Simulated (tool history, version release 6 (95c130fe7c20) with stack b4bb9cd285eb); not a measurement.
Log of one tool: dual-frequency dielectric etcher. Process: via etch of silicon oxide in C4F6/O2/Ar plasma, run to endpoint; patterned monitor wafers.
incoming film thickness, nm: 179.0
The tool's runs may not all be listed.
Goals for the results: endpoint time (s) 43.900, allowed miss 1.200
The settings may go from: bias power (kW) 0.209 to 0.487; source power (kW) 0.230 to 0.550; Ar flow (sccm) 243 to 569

Run 1, day 0.000: bias power (kW) 0.348, source power (kW) 0.390, Ar flow (sccm) 406. Result: endpoint time (s) 50.592.
Run 2, day 0.033: bias power (kW) 0.375, source power (kW) 0.400, Ar flow (sccm) 403. Result: endpoint time (s) 49.971.
Run 3, day 0.325: bias power (kW) 0.375, source power (kW) 0.440, Ar flow (sccm) 403. Result: endpoint time (s) 47.426.
Run 4, day 0.679: bias power (kW) 0.388, source power (kW) 0.450, Ar flow (sccm) 400. Result: endpoint time (s) 46.127.
Run 5, day 0.929: bias power (kW) 0.388, source power (kW) 0.390, Ar flow (sccm) 400. Result: endpoint time (s) 49.296.
Run 6, day 1.142: bias power (kW) 0.388, source power (kW) 0.390, Ar flow (sccm) 346. Result: endpoint time (s) 48.304.
Run 7, day 1.354: bias power (kW) 0.403, source power (kW) 0.400, Ar flow (sccm) 342. Result: endpoint time (s) 47.507.
Run 8, day 1.538: bias power (kW) 0.415, source power (kW) 0.410, Ar flow (sccm) 339. Result: endpoint time (s) 45.352.
Run 9, day 1.879: bias power (kW) 0.421, source power (kW) 0.410, Ar flow (sccm) 339. Result: endpoint time (s) 46.027.

Which single option among these 5 for the next run brings every result within its allowed miss of target? Just one does.
Run A, day 2.221: bias power (kW) 0.414, source power (kW) 0.510, Ar flow (sccm) 290. Result: endpoint time (s) ?.
Run B, day 2.221: bias power (kW) 0.487, source power (kW) 0.400, Ar flow (sccm) 334. Result: endpoint time (s) ?.
Run C, day 2.221: bias power (kW) 0.487, source power (kW) 0.380, Ar flow (sccm) 392. Result: endpoint time (s) ?.
Run D, day 2.221: bias power (kW) 0.465, source power (kW) 0.350, Ar flow (sccm) 297. Result: endpoint time (s) ?.
Run E, day 2.221: bias power (kW) 0.406, source power (kW) 0.370, Ar flow (sccm) 322. Result: endpoint time (s) ?.

move  endpoint time (s)
   A             40.768
   B             44.520
   C             46.924
   D             47.100
   E             48.631
A: moves the result that the last run missed by most past its target, out the other side
B: in spec on every target
C: lands further from the targets than the last run did
D: lands further from the targets than the last run did
E: lands further from the targets than the last run did
B meets every target.
